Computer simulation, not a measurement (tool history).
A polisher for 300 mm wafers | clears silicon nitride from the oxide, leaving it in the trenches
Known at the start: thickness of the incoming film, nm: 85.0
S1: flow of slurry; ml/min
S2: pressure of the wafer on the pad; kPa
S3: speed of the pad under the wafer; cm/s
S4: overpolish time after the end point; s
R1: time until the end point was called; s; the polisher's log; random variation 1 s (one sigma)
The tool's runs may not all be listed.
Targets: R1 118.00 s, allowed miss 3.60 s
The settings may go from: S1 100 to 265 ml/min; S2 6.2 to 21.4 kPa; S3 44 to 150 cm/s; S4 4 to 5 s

Run 1, hour 0.0: S1 170 ml/min, S2 13.8 kPa, S3 96 cm/s, S4 5 s. Result: R1 144.41 s.
Run 2, hour 8.2: S1 175 ml/min, S2 13.8 kPa, S3 96 cm/s, S4 5 s. Result: R1 142.20 s.
Run 3, hour 10.7: S1 175 ml/min, S2 11.7 kPa, S3 96 cm/s, S4 5 s. Result: R1 164.72 s.
Run 4, hour 13.2: S1 180 ml/min, S2 12.4 kPa, S3 96 cm/s, S4 5 s. Result: R1 158.16 s.
Run 5, hour 19.9: S1 180 ml/min, S2 11.0 kPa, S3 96 cm/s, S4 5 s. Result: R1 170.90 s.
Run 6, hour 23.2: S1 180 ml/min, S2 11.0 kPa, S3 96 cm/s, S4 5 s. Result: R1 169.44 s.
At hour 24.4: head pressure recalibrated.
Run 7, hour 24.4: S1 185 ml/min, S2 11.7 kPa, S3 96 cm/s, S4 5 s. Result: R1 155.80 s.
Run 8, hour 31.6: S1 190 ml/min, S2 11.7 kPa, S3 96 cm/s, S4 5 s. Result: R1 154.53 s.
Run 9, hour 33.1: S1 195 ml/min, S2 11.7 kPa, S3 96 cm/s, S4 5 s. Result: R1 151.71 s.
Run 10, hour 35.4: S1 200 ml/min, S2 11.7 kPa, S3 96 cm/s, S4 5 s. Result: R1 153.00 s.
Run 11, hour 43.3: S1 205 ml/min, S2 11.7 kPa, S3 96 cm/s, S4 5 s. Result: R1 150.18 s.
Run 12, hour 46.0: S1 210 ml/min, S2 11.7 kPa, S3 96 cm/s, S4 5 s. Result: R1 151.01 s.
Run 13, hour 54.4: S1 215 ml/min, S2 11.7 kPa, S3 96 cm/s, S4 5 s. Result: R1 150.33 s.
Run 14, hour 57.4: S1 220 ml/min, S2 11.7 kPa, S3 96 cm/s, S4 5 s. Result: R1 149.90 s.
Run 15, hour 61.0: S1 225 ml/min, S2 11.7 kPa, S3 96 cm/s, S4 5 s. Result: R1 151.57 s.
Run 16, hour 64.3: S1 225 ml/min, S2 11.7 kPa, S3 96 cm/s, S4 5 s. Result: R1 151.35 s.
Run 17, hour 71.8: S1 225 ml/min, S2 12.4 kPa, S3 96 cm/s, S4 5 s. Result: R1 141.13 s.

Which of these 4 next moves meets every target?
Run A, hour 79.3: S1 230 ml/min, S2 15.9 kPa, S3 94 cm/s, S4 5 s. Result: R1 ?.
Run B, hour 79.3: S1 235 ml/min, S2 11.7 kPa, S3 92 cm/s, S4 5 s. Result: R1 ?.
Run C, hour 79.3: S1 165 ml/min, S2 13.8 kPa, S3 98 cm/s, S4 4 s. Result: R1 ?.
Run D, hour 79.3: S1 175 ml/min, S2 11.0 kPa, S3 88 cm/s, S4 5 s. Result: R1 ?.

move      R1
   A  119.52
   B  156.34
   C  137.29
   D  176.64
A: meets every target
B: further off than the last run
C: nearer than the last run, and not there yet
D: further off than the last run
Move A is the one to make.

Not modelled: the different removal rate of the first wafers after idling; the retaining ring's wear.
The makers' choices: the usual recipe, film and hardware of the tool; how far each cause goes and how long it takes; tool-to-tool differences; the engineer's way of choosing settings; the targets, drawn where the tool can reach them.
